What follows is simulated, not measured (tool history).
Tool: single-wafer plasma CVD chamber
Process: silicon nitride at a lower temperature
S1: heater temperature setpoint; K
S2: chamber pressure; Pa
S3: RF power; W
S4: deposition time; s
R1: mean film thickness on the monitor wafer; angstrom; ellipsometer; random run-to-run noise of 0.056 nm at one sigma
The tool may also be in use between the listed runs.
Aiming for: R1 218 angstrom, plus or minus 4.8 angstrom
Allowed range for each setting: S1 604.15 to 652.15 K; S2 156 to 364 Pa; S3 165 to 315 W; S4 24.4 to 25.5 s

Run 1, hour 0: S1 628.15 K, S2 260 Pa, S3 240 W, S4 25.5 s. Result: R1 272.48 angstrom.
Run 2, hour 2.1: S1 628.15 K, S2 249 Pa, S3 230 W, S4 25.4 s. Result: R1 260.09 angstrom.
Run 3, hour 4.1: S1 628.15 K, S2 284 Pa, S3 230 W, S4 25.4 s. Result: R1 269.55 angstrom.
Run 4, hour 4.8: S1 628.15 K, S2 284 Pa, S3 230 W, S4 24.4 s. Result: R1 257 angstrom.
Run 5, hour 8.8: S1 628.15 K, S2 284 Pa, S3 230 W, S4 24.4 s. Result: R1 259.38 angstrom.
Run 6, hour 15.7: S1 628.15 K, S2 284 Pa, S3 205 W, S4 24.4 s. Result: R1 236.55 angstrom.
Run 7, hour 23.2: S1 628.15 K, S2 276 Pa, S3 205 W, S4 24.4 s. Result: R1 234.9 angstrom.
Run 8, hour 24.9: S1 628.15 K, S2 268 Pa, S3 205 W, S4 24.4 s. Result: R1 233.2 angstrom.
Run 9, hour 29.7: S1 628.15 K, S2 261 Pa, S3 205 W, S4 24.4 s. Result: R1 232.18 angstrom.
Run 10, hour 38.3: S1 628.15 K, S2 216 Pa, S3 195 W, S4 24.4 s. Result: R1 212.4 angstrom.

Below are 4 possible settings for the next run. Only one of them brings all results inside the allowed miss of their targets. Which is it?
Run A, hour 46.9: S1 635.15 K, S2 236 Pa, S3 185 W, S4 24.4 s. Result: R1 ?.
Run B, hour 46.9: S1 626.15 K, S2 215 Pa, S3 185 W, S4 24.6 s. Result: R1 ?.
Run C, hour 46.9: S1 630.15 K, S2 192 Pa, S3 195 W, S4 24.4 s. Result: R1 ?.
Run D, hour 46.9: S1 632.15 K, S2 229 Pa, S3 195 W, S4 24.6 s. Result: R1 ?.

move      R1
   A   208.3
   B  205.66
   C  205.84
   D  217.37
A: its largest miss is bigger than the last run's
B: its largest miss is bigger than the last run's
C: its largest miss is bigger than the last run's
D: all results in spec
D is the move that brings every result within its allowed miss.
